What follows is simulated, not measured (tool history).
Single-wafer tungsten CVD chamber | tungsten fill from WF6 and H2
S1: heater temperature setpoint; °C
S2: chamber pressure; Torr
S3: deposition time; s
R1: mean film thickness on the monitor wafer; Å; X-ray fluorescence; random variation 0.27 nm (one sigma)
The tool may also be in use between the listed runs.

run	day	S1	S2	S3	R1
1	0	385	39.4	33.3	974.57
2	0.188	385	45	33.3	1031.6
3	0.246	385	39.8	33.3	965.43
4	0.571	393	39.8	33.3	1153.3
5	0.946	387	38.1	33.3	997.94
6	1.229	382	36.5	33.3	884.32
7	1.292	378	35	33.3	794.16

Run 8 comes next. What will it give?
# day 1.546: thermocouple changed; heater temperature recalibrated
8	1.546	375	34.2	33.3	?

R1: 662.51 Å
